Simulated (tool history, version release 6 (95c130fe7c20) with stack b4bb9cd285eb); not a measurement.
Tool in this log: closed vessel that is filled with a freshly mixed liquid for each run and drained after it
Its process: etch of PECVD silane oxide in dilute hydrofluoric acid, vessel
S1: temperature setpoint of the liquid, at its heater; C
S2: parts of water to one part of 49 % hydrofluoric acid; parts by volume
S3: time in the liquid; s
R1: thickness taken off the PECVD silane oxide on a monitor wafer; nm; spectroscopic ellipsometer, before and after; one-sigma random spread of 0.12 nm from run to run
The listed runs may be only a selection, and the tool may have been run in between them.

| run | day | S1 | S2 | S3 | R1 |
|---|---|---|---|---|---|
| 1 | 0.000 | 26.0 | 75 | 85 | 20.380 |
| 2 | 0.183 | 25.0 | 75 | 85 | 19.900 |
| 3 | 0.308 | 24.0 | 75 | 85 | 19.023 |
| 4 | 0.438 | 23.0 | 75 | 85 | 18.472 |
| 5 | 0.750 | 23.0 | 75 | 95 | 20.689 |
| 6 | 0.900 | 22.0 | 75 | 95 | 19.483 |
| 7 | 1.071 | 21.5 | 75 | 95 | 19.289 |
| 8 | 1.162 | 21.0 | 75 | 95 | 18.995 |
| 9 | 1.471 | 20.5 | 75 | 95 | 18.410 |
| 10 | 1.608 | 20.0 | 75 | 95 | 17.961 |
| 11 | 1.758 | 19.5 | 75 | 95 | 17.887 |

For run 12, what comes out?
| 12 | 1.950 | 19.0 | 75 | 95 | ? |

For run 12 the tool returned R1 17.544 nm.

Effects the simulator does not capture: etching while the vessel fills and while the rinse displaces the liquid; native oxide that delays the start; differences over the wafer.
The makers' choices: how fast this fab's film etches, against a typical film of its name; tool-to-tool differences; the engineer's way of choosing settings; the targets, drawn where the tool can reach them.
